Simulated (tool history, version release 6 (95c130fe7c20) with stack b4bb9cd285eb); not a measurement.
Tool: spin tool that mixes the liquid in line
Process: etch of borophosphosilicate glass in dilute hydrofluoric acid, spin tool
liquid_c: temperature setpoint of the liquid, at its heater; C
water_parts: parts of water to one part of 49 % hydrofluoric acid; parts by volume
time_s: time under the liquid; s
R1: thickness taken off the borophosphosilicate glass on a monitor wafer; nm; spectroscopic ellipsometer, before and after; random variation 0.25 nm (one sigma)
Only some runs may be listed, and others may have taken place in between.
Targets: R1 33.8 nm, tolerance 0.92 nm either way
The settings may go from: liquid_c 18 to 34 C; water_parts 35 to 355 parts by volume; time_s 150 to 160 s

run 1 day=0 | liquid_c=26 water_parts=195 time_s=150 | R1=57.26
run 2 day=0.112 | liquid_c=26 water_parts=125 time_s=150 | R1=97.595
run 3 day=0.304 | liquid_c=23.5 water_parts=125 time_s=150 | R1=89.301
run 4 day=0.604 | liquid_c=23 water_parts=140 time_s=150 | R1=77.779
run 5 day=0.821 | liquid_c=22.5 water_parts=155 time_s=150 | R1=67.04
run 6 day=1.008 | liquid_c=25 water_parts=155 time_s=150 | R1=72.418
run 7 day=1.342 | liquid_c=21 water_parts=235 time_s=150 | R1=37.819
run 8 day=1.408 | liquid_c=20.5 water_parts=235 time_s=150 | R1=37.505

Consider the 5 candidate settings below. Which is the only one whose results all fall within their allowed miss of target?
run A day=1.475 | liquid_c=21 water_parts=245 time_s=150 | R1=?
run B day=1.475 | liquid_c=18 water_parts=250 time_s=150 | R1=?
run C day=1.475 | liquid_c=23 water_parts=240 time_s=150 | R1=?
run D day=1.475 | liquid_c=18 water_parts=235 time_s=150 | R1=?
run E day=1.475 | liquid_c=22.5 water_parts=285 time_s=150 | R1=?

move=A R1=36.322
move=B R1=31.707
move=C R1=40.052
move=D R1=34.21
move=E R1=31.647
A: moves toward the targets from the last run without getting all of them in spec
B: takes the biggest miss from the last run beyond its target
C: moves away from the targets compared with the last run
D: each result inside its tolerance
E: takes the biggest miss from the last run beyond its target
Correct choice: D, which meets every target

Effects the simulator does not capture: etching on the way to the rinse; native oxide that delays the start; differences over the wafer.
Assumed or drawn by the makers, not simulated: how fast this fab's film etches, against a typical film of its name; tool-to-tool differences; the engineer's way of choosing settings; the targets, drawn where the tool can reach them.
